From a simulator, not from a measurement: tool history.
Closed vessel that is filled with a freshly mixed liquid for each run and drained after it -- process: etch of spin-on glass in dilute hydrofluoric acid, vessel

run  hour  temperature setpoint of the liquid (K)  parts of water to one part of 49 % hydrofluoric acid (parts by volume)  time in the liquid (s)  thickness taken off the spin-on glass on a monitor wafer (Å)
  1   0.0                                  294.15                                                                      75                      35                                                        151.09
  2   6.5                                  296.15                                                                      75                      35                                                        163.82
  3   7.8                                  297.65                                                                      65                      35                                                        203.94
  4  15.6                                  299.65                                                                      65                      35                                                        221.89
  5  19.9                                  299.65                                                                      65                      30                                                        190.32
  6  22.0                                  299.65                                                                      50                      30                                                        251.87
  7  22.9                                  302.15                                                                      40                      30                                                        352.96
  8  26.4                                  301.65                                                                      40                      30                                                        345.08

Run 9, settings as shown, results not yet in. Your forecast:
  9  29.9                                  301.65                                                                      40                      30                                                             ?

Run 9 yielded thickness taken off the spin-on glass on a monitor wafer (Å) 345.61.
